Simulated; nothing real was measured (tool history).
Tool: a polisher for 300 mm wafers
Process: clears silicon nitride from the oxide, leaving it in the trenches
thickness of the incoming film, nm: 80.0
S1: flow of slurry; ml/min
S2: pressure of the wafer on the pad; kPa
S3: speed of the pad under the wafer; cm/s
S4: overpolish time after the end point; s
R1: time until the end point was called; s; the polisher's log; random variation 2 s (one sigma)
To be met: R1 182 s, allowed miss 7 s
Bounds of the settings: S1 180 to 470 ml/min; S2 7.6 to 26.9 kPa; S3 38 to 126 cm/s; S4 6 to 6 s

{"run": 1, "hour": 0.0, "S1": 300, "S2": 17.2, "S3": 82, "S4": 6, "R1": 99.358}
{"run": 2, "hour": 2.9, "S1": 365, "S2": 17.2, "S3": 82, "S4": 6, "R1": 98.685}
{"run": 3, "hour": 10.2, "S1": 365, "S2": 17.2, "S3": 66, "S4": 6, "R1": 116.27}
{"run": 4, "hour": 14.8, "S1": 440, "S2": 17.2, "S3": 66, "S4": 6, "R1": 115.39}
{"run": 5, "hour": 19.8, "S1": 395, "S2": 17.2, "S3": 66, "S4": 6, "R1": 117.94}
{"run": 6, "hour": 22.0, "S1": 345, "S2": 17.2, "S3": 66, "S4": 6, "R1": 117.82}
{"run": 7, "hour": 24.5, "S1": 345, "S2": 12.4, "S3": 64, "S4": 6, "R1": 144.71}
{"run": 8, "hour": 30.8, "S1": 345, "S2": 11.7, "S3": 64, "S4": 6, "R1": 151.24}
{"run": 9, "hour": 39.9, "S1": 345, "S2": 11, "S3": 64, "S4": 6, "R1": 155.81}
{"run": 10, "hour": 45.5, "S1": 345, "S2": 10.3, "S3": 64, "S4": 6, "R1": 157.98}

Which of these 5 next moves meets every target?
{"run": "A", "hour": 51.1, "S1": 295, "S2": 10.3, "S3": 62, "S4": 6, "R1": "?"}
{"run": "B", "hour": 51.1, "S1": 360, "S2": 10.3, "S3": 60, "S4": 6, "R1": "?"}
{"run": "C", "hour": 51.1, "S1": 250, "S2": 10.3, "S3": 58, "S4": 6, "R1": "?"}
{"run": "D", "hour": 51.1, "S1": 365, "S2": 10.3, "S3": 48, "S4": 6, "R1": "?"}
{"run": "E", "hour": 51.1, "S1": 300, "S2": 10.3, "S3": 64, "S4": 6, "R1": "?"}

move=A R1=166.57
move=B R1=168.26
move=C R1=179.56
move=D R1=202.58
move=E R1=161.82
A: nearer than the last run, and not there yet
B: nearer than the last run, and not there yet
C: meets every target
D: takes the result that was furthest off past its target
E: nearer than the last run, and not there yet
The right move is C.

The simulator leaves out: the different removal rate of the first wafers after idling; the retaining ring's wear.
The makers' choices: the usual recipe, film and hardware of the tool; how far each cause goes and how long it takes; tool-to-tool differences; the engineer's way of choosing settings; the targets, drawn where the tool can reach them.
